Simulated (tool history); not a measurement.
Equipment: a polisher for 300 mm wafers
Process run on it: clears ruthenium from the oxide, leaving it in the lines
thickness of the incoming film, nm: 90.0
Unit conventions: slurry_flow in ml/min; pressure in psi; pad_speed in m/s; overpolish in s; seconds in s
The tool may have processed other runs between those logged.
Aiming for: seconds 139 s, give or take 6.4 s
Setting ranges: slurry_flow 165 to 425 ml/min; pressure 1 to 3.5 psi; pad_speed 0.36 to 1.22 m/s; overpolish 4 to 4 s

Run 1, hour 0: slurry_flow 275 ml/min, pressure 2.2 psi, pad_speed 0.78 m/s, overpolish 4 s. Result: seconds 85.287 s.
Run 2, hour 2.2: slurry_flow 275 ml/min, pressure 2.2 psi, pad_speed 0.78 m/s, overpolish 4 s. Result: seconds 86.6 s.
Run 3, hour 4.6: slurry_flow 235 ml/min, pressure 2.2 psi, pad_speed 0.78 m/s, overpolish 4 s. Result: seconds 89.239 s.
Run 4, hour 8.8: slurry_flow 235 ml/min, pressure 2.2 psi, pad_speed 0.78 m/s, overpolish 4 s. Result: seconds 89.806 s.
Run 5, hour 14.7: slurry_flow 235 ml/min, pressure 2.6 psi, pad_speed 0.78 m/s, overpolish 4 s. Result: seconds 75.581 s.
Run 6, hour 21.2: slurry_flow 230 ml/min, pressure 2.3 psi, pad_speed 0.78 m/s, overpolish 4 s. Result: seconds 81.787 s.
Run 7, hour 28.8: slurry_flow 230 ml/min, pressure 2 psi, pad_speed 0.78 m/s, overpolish 4 s. Result: seconds 98.897 s.
Run 8, hour 33.5: slurry_flow 225 ml/min, pressure 1.8 psi, pad_speed 0.78 m/s, overpolish 4 s. Result: seconds 109.5 s.
Run 9, hour 42.3: slurry_flow 225 ml/min, pressure 1.2 psi, pad_speed 0.76 m/s, overpolish 4 s. Result: seconds 161.31 s.
Run 10, hour 46.2: slurry_flow 225 ml/min, pressure 1.5 psi, pad_speed 0.76 m/s, overpolish 4 s. Result: seconds 132.18 s.

Exercise: of the 5 proposed moves below, exactly one satisfies all targets within the stated allowed misses. Which move is it?
Run A, hour 50.1: slurry_flow 260 ml/min, pressure 1.3 psi, pad_speed 0.72 m/s, overpolish 4 s. Result: seconds ?.
Run B, hour 50.1: slurry_flow 225 ml/min, pressure 1.2 psi, pad_speed 0.82 m/s, overpolish 4 s. Result: seconds ?.
Run C, hour 50.1: slurry_flow 165 ml/min, pressure 1.2 psi, pad_speed 0.86 m/s, overpolish 4 s. Result: seconds ?.
Run D, hour 50.1: slurry_flow 170 ml/min, pressure 1.6 psi, pad_speed 0.6 m/s, overpolish 4 s. Result: seconds ?.
Run E, hour 50.1: slurry_flow 290 ml/min, pressure 1.3 psi, pad_speed 0.82 m/s, overpolish 4 s. Result: seconds ?.

move  seconds
   A   154.77
   B   151.89
   C   152.47
   D   156.45
   E   136.95
A: pushes the last run's worst result past its target
B: pushes the last run's worst result past its target
C: pushes the last run's worst result past its target
D: pushes the last run's worst result past its target
E: each result inside its tolerance
The move that meets every target is E.
